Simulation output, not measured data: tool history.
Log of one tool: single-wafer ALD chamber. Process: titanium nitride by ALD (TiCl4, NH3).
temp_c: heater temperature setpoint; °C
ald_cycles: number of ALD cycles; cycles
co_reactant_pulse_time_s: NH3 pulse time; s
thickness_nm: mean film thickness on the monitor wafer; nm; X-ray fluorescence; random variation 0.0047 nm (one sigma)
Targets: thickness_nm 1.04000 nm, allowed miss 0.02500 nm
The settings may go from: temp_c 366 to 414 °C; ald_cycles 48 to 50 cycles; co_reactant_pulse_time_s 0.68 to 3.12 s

run 1 hour=0.0 | temp_c=390 ald_cycles=50 co_reactant_pulse_time_s=1.90 | thickness_nm=1.14580
run 2 hour=8.9 | temp_c=390 ald_cycles=50 co_reactant_pulse_time_s=1.90 | thickness_nm=1.16450
run 3 hour=11.9 | temp_c=390 ald_cycles=50 co_reactant_pulse_time_s=1.90 | thickness_nm=1.16060
run 4 hour=18.5 | temp_c=384 ald_cycles=50 co_reactant_pulse_time_s=1.90 | thickness_nm=1.15130
run 5 hour=24.5 | temp_c=373 ald_cycles=50 co_reactant_pulse_time_s=1.90 | thickness_nm=1.13660
run 6 hour=25.6 | temp_c=371 ald_cycles=49 co_reactant_pulse_time_s=1.53 | thickness_nm=1.07560
run 7 hour=32.4 | temp_c=371 ald_cycles=49 co_reactant_pulse_time_s=1.47 | thickness_nm=1.06810
run 8 hour=33.7 | temp_c=368 ald_cycles=48 co_reactant_pulse_time_s=1.15 | thickness_nm=0.99731
run 9 hour=42.8 | temp_c=368 ald_cycles=48 co_reactant_pulse_time_s=1.15 | thickness_nm=1.00890

Which of these 5 next moves meets every target?
run A hour=51.9 | temp_c=373 ald_cycles=48 co_reactant_pulse_time_s=1.42 | thickness_nm=?
run B hour=51.9 | temp_c=372 ald_cycles=48 co_reactant_pulse_time_s=0.97 | thickness_nm=?
run C hour=51.9 | temp_c=372 ald_cycles=50 co_reactant_pulse_time_s=1.84 | thickness_nm=?
run D hour=51.9 | temp_c=369 ald_cycles=50 co_reactant_pulse_time_s=1.38 | thickness_nm=?
run E hour=51.9 | temp_c=377 ald_cycles=50 co_reactant_pulse_time_s=1.49 | thickness_nm=?

move=A thickness_nm=1.05550
move=B thickness_nm=0.98845
move=C thickness_nm=1.12760
move=D thickness_nm=1.08290
move=E thickness_nm=1.11740
A: meets every target
B: further off than the last run
C: takes the result that was furthest off past its target
D: takes the result that was furthest off past its target
E: takes the result that was furthest off past its target
Move A is the one to make.

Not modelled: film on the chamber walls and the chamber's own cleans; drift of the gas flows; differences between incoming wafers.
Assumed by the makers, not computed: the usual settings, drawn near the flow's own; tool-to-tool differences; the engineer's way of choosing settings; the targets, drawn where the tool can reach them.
